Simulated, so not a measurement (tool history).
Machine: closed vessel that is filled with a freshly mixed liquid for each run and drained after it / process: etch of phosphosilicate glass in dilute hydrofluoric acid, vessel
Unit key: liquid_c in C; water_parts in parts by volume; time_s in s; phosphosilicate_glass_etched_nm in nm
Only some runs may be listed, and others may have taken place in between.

run	hour	liquid_c	water_parts	time_s	phosphosilicate_glass_etched_nm
1	0	22	185	85	40.703
2	3	22	185	95	45.252
3	8.3	22	160	95	53.613
4	15.6	23	160	95	55.208
5	22.4	23	205	95	41.408
6	31.5	24	195	95	45.113
7	36.2	25	185	95	49.888

Run 8 is up next; what results do you expect?
8	43.6	26	180	95	?

Logged for run 8: phosphosilicate_glass_etched_nm 54.915 nm.
